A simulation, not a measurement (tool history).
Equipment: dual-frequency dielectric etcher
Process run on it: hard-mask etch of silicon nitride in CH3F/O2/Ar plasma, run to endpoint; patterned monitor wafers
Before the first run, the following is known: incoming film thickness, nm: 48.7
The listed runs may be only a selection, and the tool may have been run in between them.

| run | hour | source power (kW) | bias power (kW) | endpoint time (s) |
|---|---|---|---|---|
| 1 | 0.0 | 0.490 | 0.066 | 70.585 |
| 2 | 5.9 | 0.540 | 0.067 | 67.616 |
| 3 | 14.8 | 0.590 | 0.067 | 65.165 |
| 4 | 21.1 | 0.590 | 0.074 | 61.872 |
| 5 | 27.9 | 0.590 | 0.065 | 65.141 |
| 6 | 36.8 | 0.590 | 0.056 | 70.003 |
| 7 | 40.9 | 0.590 | 0.056 | 70.023 |
| 8 | 49.3 | 0.610 | 0.059 | 67.042 |

The next listed run, before its measurement:
|  | 52.9 | source power generator calibrated |
| 9 | 52.9 | 0.630 | 0.061 | ? |

endpoint time (s): 64.571

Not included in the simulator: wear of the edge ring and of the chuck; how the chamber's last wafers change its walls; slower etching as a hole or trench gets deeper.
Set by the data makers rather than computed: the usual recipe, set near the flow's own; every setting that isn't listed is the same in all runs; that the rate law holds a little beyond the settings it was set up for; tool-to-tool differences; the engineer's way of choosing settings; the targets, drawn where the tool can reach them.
